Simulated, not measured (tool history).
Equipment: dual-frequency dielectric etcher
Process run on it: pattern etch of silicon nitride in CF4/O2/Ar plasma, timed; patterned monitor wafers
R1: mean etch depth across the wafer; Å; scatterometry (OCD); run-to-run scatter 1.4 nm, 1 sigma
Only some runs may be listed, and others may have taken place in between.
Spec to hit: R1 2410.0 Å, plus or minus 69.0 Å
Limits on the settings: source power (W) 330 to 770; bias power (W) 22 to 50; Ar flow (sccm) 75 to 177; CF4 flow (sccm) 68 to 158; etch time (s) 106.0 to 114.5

Run 1, day 0.000: source power (W) 550, bias power (W) 36, Ar flow (sccm) 126, CF4 flow (sccm) 113, etch time (s) 114.5. Result: R1 2132.2 Å.
Run 2, day 0.104: source power (W) 550, bias power (W) 36, Ar flow (sccm) 126, CF4 flow (sccm) 95, etch time (s) 114.5. Result: R1 2050.2 Å.
Run 3, day 0.358: source power (W) 550, bias power (W) 36, Ar flow (sccm) 126, CF4 flow (sccm) 110, etch time (s) 114.5. Result: R1 2107.1 Å.
Run 4, day 0.421: source power (W) 490, bias power (W) 36, Ar flow (sccm) 126, CF4 flow (sccm) 110, etch time (s) 114.5. Result: R1 1932.5 Å.
Run 5, day 0.679: source power (W) 490, bias power (W) 36, Ar flow (sccm) 126, CF4 flow (sccm) 110, etch time (s) 106.0. Result: R1 1782.9 Å.
Run 6, day 0.758: source power (W) 490, bias power (W) 36, Ar flow (sccm) 107, CF4 flow (sccm) 110, etch time (s) 106.0. Result: R1 1834.1 Å.
Run 7, day 0.883: source power (W) 530, bias power (W) 36, Ar flow (sccm) 107, CF4 flow (sccm) 110, etch time (s) 106.0. Result: R1 1960.6 Å.
Run 8, day 1.071: source power (W) 560, bias power (W) 36, Ar flow (sccm) 107, CF4 flow (sccm) 110, etch time (s) 106.0. Result: R1 2039.9 Å.
Run 9, day 1.442: source power (W) 580, bias power (W) 36, Ar flow (sccm) 107, CF4 flow (sccm) 110, etch time (s) 106.0. Result: R1 2092.8 Å.
Run 10, day 1.650: source power (W) 600, bias power (W) 36, Ar flow (sccm) 107, CF4 flow (sccm) 110, etch time (s) 106.0. Result: R1 2163.1 Å.
Run 11, day 1.925: source power (W) 620, bias power (W) 36, Ar flow (sccm) 107, CF4 flow (sccm) 110, etch time (s) 106.0. Result: R1 2181.6 Å.
Run 12, day 2.021: source power (W) 640, bias power (W) 36, Ar flow (sccm) 107, CF4 flow (sccm) 110, etch time (s) 106.0. Result: R1 2262.6 Å.
Run 13, day 2.279: source power (W) 650, bias power (W) 36, Ar flow (sccm) 107, CF4 flow (sccm) 110, etch time (s) 106.0. Result: R1 2288.8 Å.
Run 14, day 2.425: source power (W) 650, bias power (W) 36, Ar flow (sccm) 107, CF4 flow (sccm) 110, etch time (s) 106.0. Result: R1 2270.6 Å.
Run 15, day 2.796: source power (W) 660, bias power (W) 36, Ar flow (sccm) 107, CF4 flow (sccm) 110, etch time (s) 106.0. Result: R1 2314.5 Å.
Run 16, day 2.921: source power (W) 670, bias power (W) 36, Ar flow (sccm) 107, CF4 flow (sccm) 110, etch time (s) 106.0. Result: R1 2341.0 Å.

Which single option among these 5 for the next run brings every result within its allowed miss of target? Just one does.
Run A, day 3.046: source power (W) 610, bias power (W) 42, Ar flow (sccm) 75, CF4 flow (sccm) 91, etch time (s) 112.0. Result: R1 ?.
Run B, day 3.046: source power (W) 750, bias power (W) 37, Ar flow (sccm) 94, CF4 flow (sccm) 73, etch time (s) 114.5. Result: R1 ?.
Run C, day 3.046: source power (W) 650, bias power (W) 39, Ar flow (sccm) 97, CF4 flow (sccm) 111, etch time (s) 114.5. Result: R1 ?.
Run D, day 3.046: source power (W) 620, bias power (W) 34, Ar flow (sccm) 108, CF4 flow (sccm) 111, etch time (s) 109.5. Result: R1 ?.
Run E, day 3.046: source power (W) 610, bias power (W) 33, Ar flow (sccm) 98, CF4 flow (sccm) 121, etch time (s) 111.0. Result: R1 ?.

move      R1
   A  2435.0
   B  2595.3
   C  2565.4
   D  2235.3
   E  2280.9
A: meets every target
B: takes the biggest miss from the last run beyond its target
C: takes the biggest miss from the last run beyond its target
D: moves away from the targets compared with the last run
E: moves away from the targets compared with the last run
So the answer is move A, the one that meets all the targets.

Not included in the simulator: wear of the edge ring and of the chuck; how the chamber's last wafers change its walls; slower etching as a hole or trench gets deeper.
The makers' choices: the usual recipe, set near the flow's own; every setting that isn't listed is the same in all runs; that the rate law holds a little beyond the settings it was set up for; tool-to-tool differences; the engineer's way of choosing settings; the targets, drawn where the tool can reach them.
